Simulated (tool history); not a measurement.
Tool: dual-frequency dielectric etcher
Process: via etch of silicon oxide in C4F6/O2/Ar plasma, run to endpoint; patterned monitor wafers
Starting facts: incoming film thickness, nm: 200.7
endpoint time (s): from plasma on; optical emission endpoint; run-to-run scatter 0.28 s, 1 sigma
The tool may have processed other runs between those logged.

Run 1, hour 0: bias power (W) 515, source power (W) 250, Ar flow (sccm) 220. Result: endpoint time (s) 50.652.
Run 2, hour 7.4: bias power (W) 515, source power (W) 290, Ar flow (sccm) 220. Result: endpoint time (s) 47.117.
Run 3, hour 12.9: bias power (W) 515, source power (W) 250, Ar flow (sccm) 220. Result: endpoint time (s) 50.635.
Run 4, hour 15.3: bias power (W) 515, source power (W) 220, Ar flow (sccm) 220. Result: endpoint time (s) 54.773.
Run 5, hour 19.7: bias power (W) 515, source power (W) 220, Ar flow (sccm) 248. Result: endpoint time (s) 56.044.
Run 6, hour 23.2: bias power (W) 515, source power (W) 220, Ar flow (sccm) 268. Result: endpoint time (s) 56.574.

Run 7 has not been measured yet. What should we expect?
Run 7, hour 27.6: bias power (W) 533, source power (W) 230, Ar flow (sccm) 266. Result: endpoint time (s) ?.

{"run 7": {"endpoint time (s)": 53.858}}

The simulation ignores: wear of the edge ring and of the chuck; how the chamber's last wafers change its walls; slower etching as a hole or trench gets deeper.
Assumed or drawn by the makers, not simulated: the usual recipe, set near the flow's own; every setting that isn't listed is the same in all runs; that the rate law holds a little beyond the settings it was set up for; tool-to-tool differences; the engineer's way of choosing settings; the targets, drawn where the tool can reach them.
